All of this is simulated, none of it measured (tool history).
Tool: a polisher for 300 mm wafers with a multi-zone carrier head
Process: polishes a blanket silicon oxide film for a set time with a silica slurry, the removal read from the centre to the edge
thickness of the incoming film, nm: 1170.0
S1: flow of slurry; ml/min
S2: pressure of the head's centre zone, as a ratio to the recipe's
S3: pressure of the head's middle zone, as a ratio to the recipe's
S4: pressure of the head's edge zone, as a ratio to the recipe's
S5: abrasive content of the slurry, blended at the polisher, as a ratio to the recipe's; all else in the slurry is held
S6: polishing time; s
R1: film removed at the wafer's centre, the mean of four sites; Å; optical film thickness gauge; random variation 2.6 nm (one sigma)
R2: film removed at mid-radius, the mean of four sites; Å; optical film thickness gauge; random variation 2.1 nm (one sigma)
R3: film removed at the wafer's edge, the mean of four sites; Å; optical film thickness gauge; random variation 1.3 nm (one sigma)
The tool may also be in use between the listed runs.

run,hour,S1,S2,S3,S4,S5,S6,R1,R2,R3
1,0.0,260,1.00,1.00,1.00,1.00,43,1410.3,1554.6,1559.5
2,7.1,260,1.00,1.00,1.07,1.00,43,1397.7,1577.4,1606.6
3,15.9,305,1.00,1.00,1.07,1.00,43,1466.0,1615.9,1624.5
4,20.0,305,1.00,1.00,1.07,1.00,38,1285.4,1406.3,1433.3
5,23.2,305,1.00,0.95,1.07,1.00,38,1292.8,1357.4,1438.2
# hour 31.5: centre zone pressure recalibrated
6,31.5,305,1.00,0.90,1.07,1.00,38,1433.6,1313.3,1440.0
7,35.5,315,1.02,0.95,1.08,1.15,39,1600.6,1487.9,1559.9

The next listed run, before its measurement:
8,42.2,305,0.99,0.99,1.10,1.25,40,?,?,?

Run 8 gave R1 1633.4 Å, R2 1630.4 Å, R3 1670.4 Å.

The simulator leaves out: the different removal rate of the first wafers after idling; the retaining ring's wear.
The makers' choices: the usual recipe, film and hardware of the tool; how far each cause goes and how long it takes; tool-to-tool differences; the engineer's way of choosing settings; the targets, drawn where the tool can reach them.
